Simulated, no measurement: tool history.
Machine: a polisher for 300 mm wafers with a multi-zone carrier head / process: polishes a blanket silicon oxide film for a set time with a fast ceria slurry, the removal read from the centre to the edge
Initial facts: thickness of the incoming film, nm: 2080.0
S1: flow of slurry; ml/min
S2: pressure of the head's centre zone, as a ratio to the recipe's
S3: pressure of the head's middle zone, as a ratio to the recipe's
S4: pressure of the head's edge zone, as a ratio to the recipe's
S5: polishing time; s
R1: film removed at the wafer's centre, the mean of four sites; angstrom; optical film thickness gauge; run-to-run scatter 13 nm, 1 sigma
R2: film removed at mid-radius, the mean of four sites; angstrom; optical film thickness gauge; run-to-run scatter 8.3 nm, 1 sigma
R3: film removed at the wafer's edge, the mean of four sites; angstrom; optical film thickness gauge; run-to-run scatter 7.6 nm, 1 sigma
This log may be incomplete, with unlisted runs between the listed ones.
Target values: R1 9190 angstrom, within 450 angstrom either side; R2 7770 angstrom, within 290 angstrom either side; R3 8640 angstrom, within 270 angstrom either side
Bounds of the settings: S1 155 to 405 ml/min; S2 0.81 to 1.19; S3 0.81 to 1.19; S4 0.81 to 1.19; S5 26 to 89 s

run  hour   S1    S2    S3    S4  S5      R1      R2      R3
  1     0  260     1     1     1  57    7164  6654.7    6478
  2   2.6  205     1     1     1  57  6917.2  6553.6  6338.4
  3   7.3  215  1.01  0.99  1.03  59  7357.4  6587.9  6728.8
  4  14.8  215  1.01  0.99  0.97  59  7308.4  6617.6  6571.3
  5  20.1  215  1.01  0.98  0.99  61  7305.5  6697.8  6810.7
  6  22.1  220  1.02  0.98  1.01  63  7964.1    7007  7116.8
  7  26.2  225  1.02  0.98  1.03  64    8062    7281  7291.5
  8  27.8  225  1.02  0.97  1.05  65  8048.2  7268.6  7540.5
  9  34.2  230  1.03  0.97  1.07  66    8315  7281.3  7746.6
 10  36.7  235  1.04  0.97  1.09  66  8418.3  7317.2  7756.6
 11  41.2  240  1.04  0.97   1.1  67  8429.6  7556.9  7933.8
 12  48.4  240  1.05  0.96  1.11  68  8855.3  7500.8    8130

Of the 4 settings listed for the next run, only one would bring every result within its allowed miss of target. Which one?
  A  55.6  215  1.11  1.05  1.08  63   ?   ?   ?
  B  55.6  260  1.14  1.01  1.05  67   ?   ?   ?
  C  55.6  245  1.04  0.94  1.13  72   ?   ?   ?
  D  55.6  240   1.1  1.06  1.05  65   ?   ?   ?

move      R1      R2      R3
   A  8556.4  7485.5  7417.4
   B  9588.3  7884.3  7920.6
   C  9324.6  7925.2  8794.9
   D  8886.7  7896.9  7625.1
A: lands further from the targets than the last run did
B: lands further from the targets than the last run did
C: all results land within tolerance of their targets
D: lands further from the targets than the last run did
Correct choice: C, which meets every target
